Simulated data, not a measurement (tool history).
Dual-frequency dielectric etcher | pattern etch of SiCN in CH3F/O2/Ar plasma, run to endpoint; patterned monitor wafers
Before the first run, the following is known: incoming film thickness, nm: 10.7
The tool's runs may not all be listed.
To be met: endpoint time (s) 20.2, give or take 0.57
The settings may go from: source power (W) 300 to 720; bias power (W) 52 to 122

Run 1, hour 0: source power (W) 510, bias power (W) 87. Result: endpoint time (s) 23.599.
Run 2, hour 2.2: source power (W) 510, bias power (W) 102. Result: endpoint time (s) 22.386.
Run 3, hour 7: source power (W) 540, bias power (W) 104. Result: endpoint time (s) 21.783.
Run 4, hour 15.9: source power (W) 470, bias power (W) 104. Result: endpoint time (s) 22.946.
Run 5, hour 24.6: source power (W) 430, bias power (W) 104. Result: endpoint time (s) 23.432.
Run 6, hour 31.5: source power (W) 430, bias power (W) 117. Result: endpoint time (s) 22.798.
Run 7, hour 37: source power (W) 480, bias power (W) 119. Result: endpoint time (s) 21.775.
Run 8, hour 45.8: source power (W) 510, bias power (W) 120. Result: endpoint time (s) 20.987.
Run 9, hour 50: source power (W) 520, bias power (W) 121. Result: endpoint time (s) 21.155.

Which of these 5 next moves meets every target?
Run A, hour 54.2: source power (W) 670, bias power (W) 122. Result: endpoint time (s) ?.
Run B, hour 54.2: source power (W) 700, bias power (W) 122. Result: endpoint time (s) ?.
Run C, hour 54.2: source power (W) 510, bias power (W) 107. Result: endpoint time (s) ?.
Run D, hour 54.2: source power (W) 650, bias power (W) 122. Result: endpoint time (s) ?.
Run E, hour 54.2: source power (W) 580, bias power (W) 122. Result: endpoint time (s) ?.

move  endpoint time (s)
   A             19.177
   B              18.88
   C             22.053
   D             19.384
   E             20.182
A: takes the result that was furthest off past its target
B: takes the result that was furthest off past its target
C: misses by more than the last run did
D: takes the result that was furthest off past its target
E: every result within its allowed miss
Answer: E
